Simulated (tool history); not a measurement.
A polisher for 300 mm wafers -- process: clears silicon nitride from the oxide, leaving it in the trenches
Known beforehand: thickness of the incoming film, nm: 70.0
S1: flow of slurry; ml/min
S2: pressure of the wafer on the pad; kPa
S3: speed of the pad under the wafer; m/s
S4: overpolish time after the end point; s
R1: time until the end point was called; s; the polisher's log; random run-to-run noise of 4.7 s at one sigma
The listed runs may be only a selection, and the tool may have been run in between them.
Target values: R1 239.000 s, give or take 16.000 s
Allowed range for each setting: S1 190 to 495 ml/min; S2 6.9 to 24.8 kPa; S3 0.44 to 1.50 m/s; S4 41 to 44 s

{"run": 1, "hour": 0.0, "S1": 320, "S2": 15.9, "S3": 0.96, "S4": 41, "R1": 105.74}
{"run": 2, "hour": 2.4, "S1": 320, "S2": 19.3, "S3": 0.96, "S4": 41, "R1": 89.598}
{"run": 3, "hour": 6.8, "S1": 320, "S2": 19.3, "S3": 0.96, "S4": 44, "R1": 87.943}
{"run": 4, "hour": 13.0, "S1": 315, "S2": 15.9, "S3": 0.84, "S4": 44, "R1": 119.89}
{"run": 5, "hour": 22.0, "S1": 275, "S2": 15.9, "S3": 0.84, "S4": 44, "R1": 118.72}
{"run": 6, "hour": 28.8, "S1": 275, "S2": 12.4, "S3": 0.84, "S4": 44, "R1": 151.35}
{"run": 7, "hour": 34.1, "S1": 275, "S2": 11.0, "S3": 0.8, "S4": 44, "R1": 180.5}
{"run": 8, "hour": 35.0, "S1": 275, "S2": 10.3, "S3": 0.8, "S4": 44, "R1": 188.53}
{"run": 9, "hour": 38.3, "S1": 275, "S2": 9.7, "S3": 0.8, "S4": 44, "R1": 196.97}
{"run": 10, "hour": 45.6, "S1": 275, "S2": 9.0, "S3": 0.8, "S4": 44, "R1": 213.63}

Next run, 4 choices. One meets every target within its allowed miss, the rest don't. Which?
{"run": "A", "hour": 52.9, "S1": 200, "S2": 6.9, "S3": 1.12, "S4": 44, "R1": "?"}
{"run": "B", "hour": 52.9, "S1": 260, "S2": 11.7, "S3": 0.64, "S4": 44, "R1": "?"}
{"run": "C", "hour": 52.9, "S1": 220, "S2": 8.3, "S3": 0.78, "S4": 43, "R1": "?"}
{"run": "D", "hour": 52.9, "S1": 265, "S2": 11.0, "S3": 0.76, "S4": 44, "R1": "?"}

move=A R1=195.310
move=B R1=207.100
move=C R1=235.710
move=D R1=185.000
A: the biggest miss grows against the last run
B: the biggest miss grows against the last run
C: all results in spec
D: the biggest miss grows against the last run
C meets every target.
